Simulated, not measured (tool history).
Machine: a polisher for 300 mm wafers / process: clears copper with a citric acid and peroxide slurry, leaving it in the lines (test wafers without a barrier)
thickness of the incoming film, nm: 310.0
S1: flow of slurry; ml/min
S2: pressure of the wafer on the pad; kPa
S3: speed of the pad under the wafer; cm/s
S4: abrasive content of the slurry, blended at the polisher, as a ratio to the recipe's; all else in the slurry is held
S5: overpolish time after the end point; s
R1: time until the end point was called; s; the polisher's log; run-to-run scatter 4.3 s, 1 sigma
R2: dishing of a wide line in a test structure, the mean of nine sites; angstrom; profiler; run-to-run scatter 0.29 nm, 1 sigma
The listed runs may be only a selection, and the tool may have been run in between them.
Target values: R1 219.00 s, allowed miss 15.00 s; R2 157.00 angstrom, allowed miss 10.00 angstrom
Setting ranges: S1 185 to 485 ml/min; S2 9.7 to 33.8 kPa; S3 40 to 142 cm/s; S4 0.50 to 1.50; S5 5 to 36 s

run,hour,S1,S2,S3,S4,S5,R1,R2
1,0.0,310,21.4,90,1.00,18,127.49,283.58
2,7.3,310,21.4,90,1.00,11,128.66,197.82
3,12.1,310,21.4,90,0.90,11,127.86,189.11
4,19.5,310,23.4,90,0.90,11,114.65,208.91
5,25.9,310,23.4,72,0.90,11,146.89,181.24
6,31.6,310,20.0,72,0.90,11,164.85,149.40
7,39.7,310,19.3,70,0.95,12,173.43,157.00
8,48.2,310,19.3,70,0.95,12,171.25,154.83
9,53.8,310,18.6,68,1.00,13,190.73,158.34
10,55.2,310,17.9,68,1.00,13,198.10,152.82
11,62.6,305,17.2,68,1.05,14,199.30,163.91
12,71.6,305,14.5,66,1.05,15,238.79,139.23

Pick the move, out of 4, that brings all results within their allowed miss; only one does.
A,80.6,455,15.2,66,0.85,20,?,?
B,80.6,315,22.1,46,1.25,15,?,?
C,80.6,290,16.5,66,1.10,17,?,?
D,80.6,265,17.2,72,1.00,15,?,?

move,R1,R2
A,244.21,195.39
B,233.11,159.38
C,223.28,183.78
D,201.88,179.98
A: takes the biggest miss from the last run beyond its target
B: hits every target within its allowed miss
C: takes the biggest miss from the last run beyond its target
D: takes the biggest miss from the last run beyond its target
Move B is the one to make.
